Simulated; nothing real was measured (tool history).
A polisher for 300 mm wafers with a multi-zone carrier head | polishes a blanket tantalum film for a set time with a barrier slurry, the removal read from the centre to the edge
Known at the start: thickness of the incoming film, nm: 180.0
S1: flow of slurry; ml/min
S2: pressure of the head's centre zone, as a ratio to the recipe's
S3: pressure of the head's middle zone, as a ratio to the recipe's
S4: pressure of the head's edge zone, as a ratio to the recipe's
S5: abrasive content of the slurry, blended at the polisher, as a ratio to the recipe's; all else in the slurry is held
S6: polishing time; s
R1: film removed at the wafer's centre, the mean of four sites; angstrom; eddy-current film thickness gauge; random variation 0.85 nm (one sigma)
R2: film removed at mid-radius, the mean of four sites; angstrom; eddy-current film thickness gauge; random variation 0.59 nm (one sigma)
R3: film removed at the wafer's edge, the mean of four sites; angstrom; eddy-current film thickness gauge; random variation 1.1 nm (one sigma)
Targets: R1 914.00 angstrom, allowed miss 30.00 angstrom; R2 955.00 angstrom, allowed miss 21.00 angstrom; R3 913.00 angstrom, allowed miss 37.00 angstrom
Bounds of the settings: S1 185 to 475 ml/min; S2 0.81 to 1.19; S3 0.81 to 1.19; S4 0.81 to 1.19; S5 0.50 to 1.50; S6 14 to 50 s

run 1 hour=0.0 | S1=305 S2=1.00 S3=1.00 S4=1.00 S5=1.00 S6=32 | R1=620.28 R2=605.41 R3=592.79
run 2 hour=6.3 | S1=310 S2=1.01 S3=1.04 S4=1.05 S5=1.15 S6=34 | R1=703.54 R2=689.16 R3=680.07
run 3 hour=13.8 | S1=320 S2=1.01 S3=1.08 S4=1.08 S5=1.25 S6=35 | R1=738.93 R2=744.70 R3=712.71
run 4 hour=19.7 | S1=360 S2=1.01 S3=1.08 S4=1.08 S5=1.25 S6=35 | R1=759.35 R2=745.90 R3=715.28
run 5 hour=21.0 | S1=360 S2=1.01 S3=1.15 S4=1.08 S5=1.25 S6=35 | R1=748.49 R2=774.33 R3=727.32
run 6 hour=23.8 | S1=345 S2=1.01 S3=1.15 S4=1.10 S5=1.30 S6=37 | R1=815.28 R2=829.71 R3=773.18
-- hour=30.3 centre zone pressure recalibrated
run 7 hour=30.3 | S1=345 S2=0.99 S3=1.14 S4=1.12 S5=1.35 S6=38 | R1=750.89 R2=858.21 R3=820.73
run 8 hour=33.0 | S1=355 S2=1.01 S3=1.14 S4=1.13 S5=1.40 S6=39 | R1=790.11 R2=888.97 R3=845.92
run 9 hour=41.1 | S1=360 S2=1.04 S3=1.14 S4=1.14 S5=1.45 S6=40 | R1=849.36 R2=914.43 R3=881.58
run 10 hour=44.7 | S1=360 S2=1.04 S3=1.14 S4=1.14 S5=1.45 S6=40 | R1=849.69 R2=918.16 R3=901.01
run 11 hour=52.2 | S1=365 S2=1.05 S3=1.15 S4=1.14 S5=1.45 S6=40 | R1=867.60 R2=924.36 R3=890.83
run 12 hour=59.3 | S1=370 S2=1.06 S3=1.16 S4=1.14 S5=1.45 S6=40 | R1=878.24 R2=934.60 R3=891.95
run 13 hour=61.6 | S1=375 S2=1.07 S3=1.16 S4=1.14 S5=1.45 S6=40 | R1=889.88 R2=938.94 R3=881.28

4 next moves are on the table. One of them brings every result within its allowed miss. Which?
run A hour=63.9 | S1=385 S2=1.01 S3=1.09 S4=1.15 S5=1.50 S6=41 | R1=? R2=? R3=?
run B hour=63.9 | S1=440 S2=1.08 S3=1.15 S4=1.16 S5=1.50 S6=40 | R1=? R2=? R3=?
run C hour=63.9 | S1=360 S2=0.99 S3=1.19 S4=1.19 S5=1.45 S6=42 | R1=? R2=? R3=?
run D hour=63.9 | S1=350 S2=1.11 S3=1.15 S4=1.16 S5=1.45 S6=39 | R1=? R2=? R3=?

move=A R1=868.13 R2=926.50 R3=909.18
move=B R1=915.04 R2=944.90 R3=896.41
move=C R1=861.10 R2=995.21 R3=936.68
move=D R1=895.07 R2=900.41 R3=857.27
A: brings the result that was furthest off to its target, and leaves another outside
B: meets every target
C: brings the result that was furthest off to its target, and leaves another outside
D: further off than the last run
Move B is the one to make.

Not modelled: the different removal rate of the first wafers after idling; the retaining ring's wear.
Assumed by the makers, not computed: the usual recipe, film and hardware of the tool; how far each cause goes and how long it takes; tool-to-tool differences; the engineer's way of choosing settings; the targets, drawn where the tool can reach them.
